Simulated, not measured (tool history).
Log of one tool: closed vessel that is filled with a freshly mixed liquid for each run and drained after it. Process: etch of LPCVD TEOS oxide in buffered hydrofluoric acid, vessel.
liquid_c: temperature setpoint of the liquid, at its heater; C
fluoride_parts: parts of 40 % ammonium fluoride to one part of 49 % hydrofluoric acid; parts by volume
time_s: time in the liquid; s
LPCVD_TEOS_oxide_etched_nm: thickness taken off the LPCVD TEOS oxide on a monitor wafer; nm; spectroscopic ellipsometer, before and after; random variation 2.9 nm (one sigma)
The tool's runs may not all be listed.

run	hour	liquid_c	fluoride_parts	time_s	LPCVD_TEOS_oxide_etched_nm
1	0.0	25.0	17.5	100	180.52
2	6.0	25.0	17.5	105	189.86
3	9.7	26.0	16.5	105	213.16
4	11.9	27.0	15.5	105	239.83
5	14.8	27.0	19.5	105	191.65
6	19.7	27.5	18.5	105	203.92
7	21.4	28.0	17.5	105	221.88
# hour 27.4: thermometer replaced
8	27.4	28.5	16.5	105	227.98

Run 9 comes next. What will it give?
9	32.3	32.0	11.0	105	?

{"run 9": {"LPCVD_TEOS_oxide_etched_nm": 407.1}}
